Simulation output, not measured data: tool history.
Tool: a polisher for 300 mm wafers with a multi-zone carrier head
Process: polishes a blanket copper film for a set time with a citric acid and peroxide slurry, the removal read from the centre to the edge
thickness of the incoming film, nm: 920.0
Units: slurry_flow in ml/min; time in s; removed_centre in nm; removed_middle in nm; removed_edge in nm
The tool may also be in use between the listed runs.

run	hour	slurry_flow	centre_zone	middle_zone	edge_zone	slurry_solids	time	removed_centre	removed_middle	removed_edge
1	0.0	150	1.00	1.00	1.00	1.00	74	234.54	235.77	234.15
2	7.0	150	1.00	0.96	1.00	1.00	74	232.99	229.89	234.55
3	13.5	155	0.99	0.99	1.03	1.10	76	241.57	249.71	251.01
4	14.1	135	0.99	0.99	1.03	1.10	76	235.56	241.76	242.04
5	19.4	135	0.99	0.99	1.03	1.00	76	232.57	238.55	238.46
6	20.8	135	0.99	0.99	1.03	1.00	67	202.08	213.26	216.90
7	21.8	150	1.00	1.01	1.07	1.10	70	224.52	229.71	235.34
8	30.8	160	1.00	1.04	1.09	1.20	73	245.77	255.52	253.19
9	34.3	170	0.99	1.05	1.11	1.25	75	252.09	269.28	263.40

The next listed run, before its measurement:
10	43.2	175	0.99	1.06	1.13	1.30	77	?	?	?

{"run 10": {"removed_centre": 266.88, "removed_middle": 287.87, "removed_edge": 281.54}}
